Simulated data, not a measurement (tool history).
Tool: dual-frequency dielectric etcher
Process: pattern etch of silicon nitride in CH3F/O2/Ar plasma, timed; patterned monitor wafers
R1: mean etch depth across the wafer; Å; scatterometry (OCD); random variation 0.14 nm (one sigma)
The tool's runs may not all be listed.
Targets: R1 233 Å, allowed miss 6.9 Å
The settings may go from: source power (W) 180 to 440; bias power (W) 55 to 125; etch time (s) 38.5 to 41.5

Run 1, hour 0: source power (W) 310, bias power (W) 90, etch time (s) 41.5. Result: R1 289.78 Å.
Run 2, hour 6.5: source power (W) 310, bias power (W) 90, etch time (s) 38.5. Result: R1 266.75 Å.
Run 3, hour 7.8: source power (W) 310, bias power (W) 90, etch time (s) 41.5. Result: R1 287.8 Å.
Run 4, hour 14.2: source power (W) 290, bias power (W) 85, etch time (s) 41. Result: R1 276.92 Å.
Run 5, hour 22.3: source power (W) 270, bias power (W) 79, etch time (s) 40.5. Result: R1 257.87 Å.
At hour 26.3: source power generator calibrated.
Run 6, hour 26.3: source power (W) 260, bias power (W) 77, etch time (s) 40.5. Result: R1 254.67 Å.
Run 7, hour 31.8: source power (W) 250, bias power (W) 75, etch time (s) 40.5. Result: R1 251.75 Å.
Run 8, hour 34.1: source power (W) 250, bias power (W) 75, etch time (s) 40.5. Result: R1 248.58 Å.
Run 9, hour 38.9: source power (W) 240, bias power (W) 74, etch time (s) 40.5. Result: R1 251.64 Å.

Which of these 4 next moves meets every target?
Run A, hour 43.7: source power (W) 280, bias power (W) 55, etch time (s) 40. Result: R1 ?.
Run B, hour 43.7: source power (W) 250, bias power (W) 63, etch time (s) 41.5. Result: R1 ?.
Run C, hour 43.7: source power (W) 240, bias power (W) 74, etch time (s) 41.5. Result: R1 ?.
Run D, hour 43.7: source power (W) 240, bias power (W) 67, etch time (s) 41.5. Result: R1 ?.

move      R1
   A   231.7
   B  243.12
   C  253.29
   D   245.3
A: meets every target
B: nearer than the last run, and not there yet
C: further off than the last run
D: nearer than the last run, and not there yet
The right move is A.
